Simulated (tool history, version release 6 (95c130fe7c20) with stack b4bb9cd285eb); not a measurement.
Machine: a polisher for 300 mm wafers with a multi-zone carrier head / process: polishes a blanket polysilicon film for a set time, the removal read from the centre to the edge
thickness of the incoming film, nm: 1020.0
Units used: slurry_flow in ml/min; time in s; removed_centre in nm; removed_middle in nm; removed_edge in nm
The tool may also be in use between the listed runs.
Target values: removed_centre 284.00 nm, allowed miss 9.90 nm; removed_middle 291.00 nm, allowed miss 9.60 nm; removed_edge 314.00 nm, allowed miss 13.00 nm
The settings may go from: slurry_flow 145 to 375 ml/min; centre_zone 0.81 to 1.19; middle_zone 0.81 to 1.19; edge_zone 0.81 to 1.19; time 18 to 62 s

| run | hour | slurry_flow | centre_zone | middle_zone | edge_zone | time | removed_centre | removed_middle | removed_edge |
|---|---|---|---|---|---|---|---|---|---|
| 1 | 0.0 | 240 | 1.00 | 1.00 | 1.00 | 40 | 319.90 | 323.43 | 325.58 |
| 2 | 7.6 | 230 | 0.98 | 0.98 | 1.00 | 40 | 315.27 | 313.83 | 322.16 |
| 3 | 14.2 | 230 | 0.98 | 0.98 | 0.93 | 40 | 319.38 | 322.38 | 313.96 |
| 4 | 20.7 | 175 | 0.98 | 0.98 | 0.93 | 40 | 297.79 | 309.14 | 299.49 |
| 5 | 28.3 | 175 | 0.98 | 0.98 | 0.93 | 31 | 232.07 | 236.44 | 234.33 |
| 6 | 29.4 | 215 | 0.98 | 0.99 | 0.98 | 32 | 256.33 | 257.35 | 250.35 |
| 7 | 33.9 | 225 | 0.96 | 0.98 | 1.03 | 33 | 256.72 | 265.97 | 263.06 |
| 8 | 42.1 | 235 | 0.95 | 0.97 | 1.07 | 34 | 266.74 | 270.35 | 280.78 |
| 9 | 48.9 | 250 | 0.94 | 0.97 | 1.10 | 34 | 262.75 | 274.63 | 283.49 |
| 10 | 57.4 | 265 | 0.94 | 0.97 | 1.12 | 34 | 263.81 | 275.51 | 287.59 |
| 11 | 59.1 | 275 | 0.95 | 0.97 | 1.14 | 34 | 266.78 | 273.33 | 289.04 |

Pick the move, out of 5, that brings all results within their allowed miss; only one does.
| A | 60.8 | 245 | 0.87 | 0.81 | 1.13 | 40 | ? | ? | ? |
| B | 60.8 | 205 | 0.87 | 0.81 | 1.19 | 41 | ? | ? | ? |
| C | 60.8 | 345 | 1.12 | 1.00 | 1.08 | 30 | ? | ? | ? |
| D | 60.8 | 275 | 0.88 | 0.85 | 1.15 | 36 | ? | ? | ? |
| E | 60.8 | 315 | 0.92 | 0.93 | 1.16 | 36 | ? | ? | ? |

| move | removed_centre | removed_middle | removed_edge |
|---|---|---|---|
| A | 285.11 | 296.43 | 334.91 |
| B | 283.94 | 296.07 | 344.74 |
| C | 285.49 | 256.72 | 252.80 |
| D | 263.62 | 277.06 | 306.98 |
| E | 279.83 | 294.20 | 311.39 |
A: carries the result that was furthest off beyond its target, to the other side
B: carries the result that was furthest off beyond its target, to the other side
C: the biggest miss grows against the last run
D: puts the biggest miss on target and leaves a different result outside tolerance
E: meets every target
So the answer is move E, the one that meets all the targets.

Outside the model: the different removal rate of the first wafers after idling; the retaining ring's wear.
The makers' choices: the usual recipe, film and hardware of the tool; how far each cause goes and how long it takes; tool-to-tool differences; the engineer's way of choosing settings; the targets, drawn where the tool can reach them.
